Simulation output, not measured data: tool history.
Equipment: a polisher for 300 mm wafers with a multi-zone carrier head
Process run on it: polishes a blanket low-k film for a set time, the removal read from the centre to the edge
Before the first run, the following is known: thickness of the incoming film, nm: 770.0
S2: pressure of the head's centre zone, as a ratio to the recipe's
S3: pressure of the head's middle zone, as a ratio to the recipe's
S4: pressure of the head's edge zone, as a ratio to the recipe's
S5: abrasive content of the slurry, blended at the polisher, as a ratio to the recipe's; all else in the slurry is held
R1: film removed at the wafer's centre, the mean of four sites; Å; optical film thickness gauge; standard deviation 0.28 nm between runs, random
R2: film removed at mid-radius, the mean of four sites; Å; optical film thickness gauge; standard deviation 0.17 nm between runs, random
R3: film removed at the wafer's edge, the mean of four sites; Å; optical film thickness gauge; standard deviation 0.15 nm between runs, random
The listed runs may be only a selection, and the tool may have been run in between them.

{"run": 1, "hour": 0.0, "flow of slurry (ml/min)": 155, "S2": 1, "S3": 1, "S4": 1, "S5": 1, "polishing time (s)": 41, "R1": 135.78, "R2": 135.99, "R3": 132.32}
{"run": 2, "hour": 2.0, "flow of slurry (ml/min)": 165, "S2": 1.03, "S3": 1, "S4": 1.02, "S5": 1.05, "polishing time (s)": 41, "R1": 148.35, "R2": 142.29, "R3": 138.12}
{"run": 3, "hour": 4.2, "flow of slurry (ml/min)": 165, "S2": 1.03, "S3": 1, "S4": 0.99, "S5": 1.05, "polishing time (s)": 41, "R1": 144.57, "R2": 140.88, "R3": 134.67}
{"run": 4, "hour": 9.4, "flow of slurry (ml/min)": 165, "S2": 1.03, "S3": 1, "S4": 0.99, "S5": 1.05, "polishing time (s)": 35, "R1": 122.96, "R2": 119.04, "R3": 115.49}
{"run": 5, "hour": 15.6, "flow of slurry (ml/min)": 165, "S2": 1.03, "S3": 1, "S4": 0.99, "S5": 1.05, "polishing time (s)": 44, "R1": 154.54, "R2": 151.78, "R3": 144.7}
{"run": 6, "hour": 17.2, "flow of slurry (ml/min)": 190, "S2": 1.03, "S3": 1, "S4": 0.99, "S5": 1.05, "polishing time (s)": 44, "R1": 158.37, "R2": 154.04, "R3": 145.87}
{"run": 7, "hour": 24.4, "flow of slurry (ml/min)": 195, "S2": 1.13, "S3": 0.97, "S4": 1.09, "S5": 1.3, "polishing time (s)": 45, "R1": 192.76, "R2": 165.06, "R3": 170.4}
{"run": 8, "hour": 29.3, "flow of slurry (ml/min)": 200, "S2": 1.14, "S3": 0.97, "S4": 1.1, "S5": 1.3, "polishing time (s)": 45, "R1": 199.64, "R2": 170.77, "R3": 173.68}
{"run": 9, "hour": 34.6, "flow of slurry (ml/min)": 205, "S2": 1.14, "S3": 0.97, "S4": 1.11, "S5": 1.3, "polishing time (s)": 45, "R1": 197.8, "R2": 168.3, "R3": 173.35}
{"run": 10, "hour": 40.0, "flow of slurry (ml/min)": 205, "S2": 1.14, "S3": 0.97, "S4": 1.12, "S5": 1.3, "polishing time (s)": 45, "R1": 198.19, "R2": 167.68, "R3": 173.71}

Run 11, settings as shown, results not yet in. Your forecast:
{"run": 11, "hour": 46.3, "flow of slurry (ml/min)": 205, "S2": 1.14, "S3": 0.97, "S4": 1.13, "S5": 1.3, "polishing time (s)": 45, "R1": "?", "R2": "?", "R3": "?"}

{"run 11": {"R1": 195.57, "R2": 169.18, "R3": 176.77}}

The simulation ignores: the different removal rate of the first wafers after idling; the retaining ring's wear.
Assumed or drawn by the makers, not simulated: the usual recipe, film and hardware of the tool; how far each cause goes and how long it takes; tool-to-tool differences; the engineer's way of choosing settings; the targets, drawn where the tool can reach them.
